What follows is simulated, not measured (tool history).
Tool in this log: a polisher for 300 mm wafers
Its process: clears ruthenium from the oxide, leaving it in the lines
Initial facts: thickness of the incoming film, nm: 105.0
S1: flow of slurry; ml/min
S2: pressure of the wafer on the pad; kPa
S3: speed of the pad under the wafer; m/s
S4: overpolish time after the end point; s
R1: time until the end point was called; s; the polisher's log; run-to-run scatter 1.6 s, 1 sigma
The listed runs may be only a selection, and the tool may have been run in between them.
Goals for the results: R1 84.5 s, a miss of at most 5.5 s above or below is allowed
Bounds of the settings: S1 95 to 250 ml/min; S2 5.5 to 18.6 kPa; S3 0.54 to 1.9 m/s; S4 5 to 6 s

run    day   S1    S2    S3  S4      R1
  1      0  160  11.7  1.22   6   112.2
  2  0.067  160  11.7  0.96   6  148.41
  3  0.442  160  11.7  1.08   6   126.9
  4  0.579  160   9.7  1.08   6   155.6
  5  0.833  160    11   1.1   6   129.4
  6  1.192  160  12.4  1.12   6   117.7
  7   1.55  160  13.1  1.14   6  113.03
  8  1.783  160  13.8  1.16   6  103.37
  9  2.121  160  14.5  1.16   6  95.332

Exactly one of the 4 candidate moves below puts every result within its allowed miss. Which one?
  A  2.458  165  14.5  1.02   6   ?
  B  2.458  145  15.2  1.28   5   ?
  C  2.458  145  16.5  1.46   6   ?
  D  2.458  170  16.5   1.4   5   ?

move      R1
   A  110.59
   B  86.915
   C  70.258
   D  71.084
A: its largest miss is bigger than the last run's
B: meets every target
C: carries the result that was furthest off beyond its target, to the other side
D: carries the result that was furthest off beyond its target, to the other side
Move B is the one to make.
